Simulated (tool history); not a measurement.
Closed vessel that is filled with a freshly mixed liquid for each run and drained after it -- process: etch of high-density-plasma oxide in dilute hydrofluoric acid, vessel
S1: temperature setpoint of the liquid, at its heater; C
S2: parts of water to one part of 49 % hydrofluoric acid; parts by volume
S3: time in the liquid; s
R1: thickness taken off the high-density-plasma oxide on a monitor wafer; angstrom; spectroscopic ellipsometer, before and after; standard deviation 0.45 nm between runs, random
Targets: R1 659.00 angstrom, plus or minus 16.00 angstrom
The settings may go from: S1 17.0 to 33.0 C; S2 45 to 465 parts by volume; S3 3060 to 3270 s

| run | hour | S1 | S2 | S3 | R1 |
|---|---|---|---|---|---|
| 1 | 0.0 | 25.0 | 255 | 3060 | 523.61 |
| 2 | 5.3 | 25.0 | 255 | 3270 | 569.57 |
| 3 | 8.6 | 22.5 | 255 | 3270 | 517.49 |
| 4 | 10.2 | 23.0 | 255 | 3270 | 528.95 |
| 5 | 16.2 | 23.5 | 255 | 3270 | 543.79 |
| 6 | 22.0 | 23.5 | 255 | 3060 | 501.79 |
| 7 | 30.3 | 24.5 | 255 | 3060 | 522.78 |
| 8 | 38.8 | 25.0 | 255 | 3060 | 530.11 |
| 9 | 41.7 | 25.5 | 255 | 3060 | 544.92 |
| 10 | 49.4 | 25.5 | 255 | 3060 | 534.03 |
| 11 | 51.8 | 26.0 | 255 | 3060 | 549.20 |
| 12 | 54.1 | 26.5 | 255 | 3060 | 563.74 |
| 13 | 60.9 | 27.0 | 255 | 3060 | 566.80 |
| 14 | 68.0 | 27.5 | 255 | 3060 | 582.02 |
| 15 | 71.0 | 28.0 | 255 | 3060 | 595.85 |
| 16 | 73.6 | 28.5 | 255 | 3060 | 604.48 |
| 17 | 81.0 | 29.0 | 255 | 3060 | 603.79 |
| 18 | 89.3 | 29.5 | 255 | 3060 | 622.15 |

Next run, 5 choices. One meets every target within its allowed miss, the rest don't. Which?
| A | 97.6 | 29.5 | 255 | 3075 | ? |
| B | 97.6 | 26.5 | 250 | 3060 | ? |
| C | 97.6 | 31.0 | 255 | 3090 | ? |
| D | 97.6 | 28.5 | 260 | 3235 | ? |
| E | 97.6 | 30.0 | 260 | 3060 | ? |

| move | R1 |
|---|---|
| A | 626.48 |
| B | 575.76 |
| C | 662.36 |
| D | 621.21 |
| E | 618.52 |
A: nearer the targets than the last run, but a result is still out of spec
B: its largest miss is bigger than the last run's
C: every result lands within tolerance
D: just as far off the targets as the last run
E: its largest miss is bigger than the last run's
So the answer is move C, the one that meets all the targets.
